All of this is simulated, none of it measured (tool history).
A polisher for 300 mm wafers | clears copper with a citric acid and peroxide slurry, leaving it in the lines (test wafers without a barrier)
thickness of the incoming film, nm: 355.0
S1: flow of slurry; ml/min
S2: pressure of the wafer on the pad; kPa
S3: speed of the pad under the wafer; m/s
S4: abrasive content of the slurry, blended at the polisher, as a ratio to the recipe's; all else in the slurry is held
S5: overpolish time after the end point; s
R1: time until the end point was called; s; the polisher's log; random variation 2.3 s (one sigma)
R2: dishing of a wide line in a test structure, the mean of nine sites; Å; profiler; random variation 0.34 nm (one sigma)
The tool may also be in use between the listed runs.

| run | hour | S1 | S2 | S3 | S4 | S5 | R1 | R2 |
|---|---|---|---|---|---|---|---|---|
| 1 | 0 | 140 | 22.1 | 0.94 | 1 | 22 | 159.28 | 361.23 |
| 2 | 6.6 | 140 | 20 | 0.94 | 1 | 19 | 172.98 | 303.01 |
| 3 | 9.5 | 140 | 20 | 0.94 | 0.8 | 19 | 180.08 | 297.45 |
| 4 | 12 | 140 | 18.6 | 0.94 | 0.8 | 17 | 191.36 | 249.93 |
| 5 | 19.4 | 140 | 18.6 | 0.78 | 0.8 | 17 | 217.93 | 230.39 |
| 6 | 25.8 | 140 | 18.6 | 0.62 | 0.8 | 17 | 258.56 | 192.62 |
| 7 | 28.4 | 145 | 18.6 | 0.62 | 0.8 | 15 | 255.19 | 177.11 |
| 8 | 36.5 | 150 | 18.6 | 0.62 | 0.8 | 14 | 253.18 | 160.93 |

Forecast run 9:
| 9 | 44.7 | 155 | 18.6 | 0.62 | 0.8 | 14 | ? | ? |

R1: 246.89 s
R2: 168.94 Å
